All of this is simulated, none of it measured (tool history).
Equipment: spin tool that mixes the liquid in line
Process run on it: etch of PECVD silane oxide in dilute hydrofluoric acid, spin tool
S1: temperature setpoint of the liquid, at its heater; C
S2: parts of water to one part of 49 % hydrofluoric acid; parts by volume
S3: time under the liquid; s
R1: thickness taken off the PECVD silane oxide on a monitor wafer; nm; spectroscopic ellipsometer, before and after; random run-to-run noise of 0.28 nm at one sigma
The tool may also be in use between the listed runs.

run	day	S1	S2	S3	R1
1	0	21	165	95	10.032
2	0.312	21	165	70	7.3818
3	0.529	21	185	70	6.3676
4	0.604	21	205	70	5.7129
5	0.7	24.5	205	70	6.494
6	0.9	24.5	205	95	8.7406
7	0.975	25.5	170	95	11.621
8	1.267	26.5	145	95	14.352

What does the tool deliver on the next run?
9	1.388	27	125	95	?

Logged for run 9: R1 17.334 nm.

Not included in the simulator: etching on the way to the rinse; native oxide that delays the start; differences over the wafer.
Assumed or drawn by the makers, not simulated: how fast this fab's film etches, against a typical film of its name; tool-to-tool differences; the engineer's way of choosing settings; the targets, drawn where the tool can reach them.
